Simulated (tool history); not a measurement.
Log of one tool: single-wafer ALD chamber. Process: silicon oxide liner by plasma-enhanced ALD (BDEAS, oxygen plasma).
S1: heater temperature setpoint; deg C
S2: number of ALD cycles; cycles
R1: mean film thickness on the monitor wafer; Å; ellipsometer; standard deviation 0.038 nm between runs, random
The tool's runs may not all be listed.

| run | hour | S1 | S2 | R1 |
|---|---|---|---|---|
| 1 | 0.0 | 325 | 68 | 66.384 |
| 2 | 3.0 | 324 | 72 | 70.665 |
| 3 | 5.1 | 323 | 74 | 71.882 |
| 4 | 11.2 | 323 | 77 | 75.479 |
| 5 | 12.0 | 323 | 78 | 75.589 |
| 6 | 20.5 | 322 | 80 | 78.990 |
| 7 | 25.1 | 321 | 80 | 78.253 |

For run 8, what comes out?
| 8 | 26.1 | 321 | 81 | ? |

Run 8 came out at R1 79.025 Å.
